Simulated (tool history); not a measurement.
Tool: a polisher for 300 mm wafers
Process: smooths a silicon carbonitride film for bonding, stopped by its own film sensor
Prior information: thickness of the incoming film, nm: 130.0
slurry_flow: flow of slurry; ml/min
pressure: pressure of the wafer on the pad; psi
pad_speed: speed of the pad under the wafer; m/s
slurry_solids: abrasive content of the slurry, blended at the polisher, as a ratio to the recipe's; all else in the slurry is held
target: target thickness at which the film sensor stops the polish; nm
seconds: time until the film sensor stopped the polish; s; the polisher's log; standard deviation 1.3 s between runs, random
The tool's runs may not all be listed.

run    day  slurry_flow  pressure  pad_speed  slurry_solids  target  seconds
  1      0          235       2.1       0.76              1     118   66.873
  2  0.075          235       2.1       0.76            1.1     118   64.824
  3  0.404          235       2.1       0.76            1.1     118   64.365
  4  0.612          235       1.9       0.76            1.1     118   71.063
  5  0.938          280       1.9       0.76            1.1     118   69.811
  6  1.217          280       1.7       0.74            1.1     118   81.317
  7  1.492          280       1.6       0.74            1.1     118    84.76
  8  1.667          280       1.5       0.72            1.1     118   91.234

Run 9 is up next; what results do you expect?
  9  1.925          280       1.4       0.72            1.1     118        ?

{"run 9": {"seconds": 97.621}}
